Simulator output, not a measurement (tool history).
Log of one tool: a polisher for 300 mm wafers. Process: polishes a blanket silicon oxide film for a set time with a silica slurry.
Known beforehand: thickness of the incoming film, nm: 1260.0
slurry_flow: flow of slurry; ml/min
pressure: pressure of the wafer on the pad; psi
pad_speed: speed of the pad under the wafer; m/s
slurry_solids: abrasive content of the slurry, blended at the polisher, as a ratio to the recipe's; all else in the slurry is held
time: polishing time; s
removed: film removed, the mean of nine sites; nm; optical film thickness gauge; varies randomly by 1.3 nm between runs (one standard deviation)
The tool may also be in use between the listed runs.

| run | day | slurry_flow | pressure | pad_speed | slurry_solids | time | removed |
|---|---|---|---|---|---|---|---|
| 1 | 0 | 195 | 5.2 | 1.24 | 1 | 38 | 204.05 |
| 2 | 0.183 | 220 | 5.2 | 1.24 | 1 | 38 | 206.13 |
| 3 | 0.404 | 220 | 5.2 | 1.24 | 1 | 34 | 188.56 |
| 4 | 0.517 | 220 | 5.2 | 1.24 | 1.15 | 34 | 197.22 |
| 5 | 0.6 | 220 | 5.2 | 1.36 | 1.15 | 34 | 216.55 |
| 6 | 0.858 | 175 | 5.2 | 1.36 | 1.15 | 34 | 209.74 |
| 7 | 1.058 | 175 | 4.9 | 1.3 | 1.15 | 34 | 192.53 |
| 8 | 1.267 | 175 | 4.6 | 1.24 | 1.15 | 34 | 175.69 |
| 9 | 1.388 | 175 | 4.3 | 1.18 | 1.15 | 34 | 159.36 |
| 10 | 1.671 | 175 | 4.1 | 1.14 | 1.15 | 34 | 146.9 |
| 11 | 1.888 | 175 | 3.9 | 1.1 | 1.15 | 34 | 135.09 |
| 12 | 2.221 | 175 | 3.9 | 1.1 | 1.15 | 34 | 136.38 |

Run 13, settings as shown, results not yet in. Your forecast:
| 13 | 2.529 | 175 | 3.7 | 1.08 | 1.15 | 34 | ? |

{"run 13": {"removed": 132.55}}
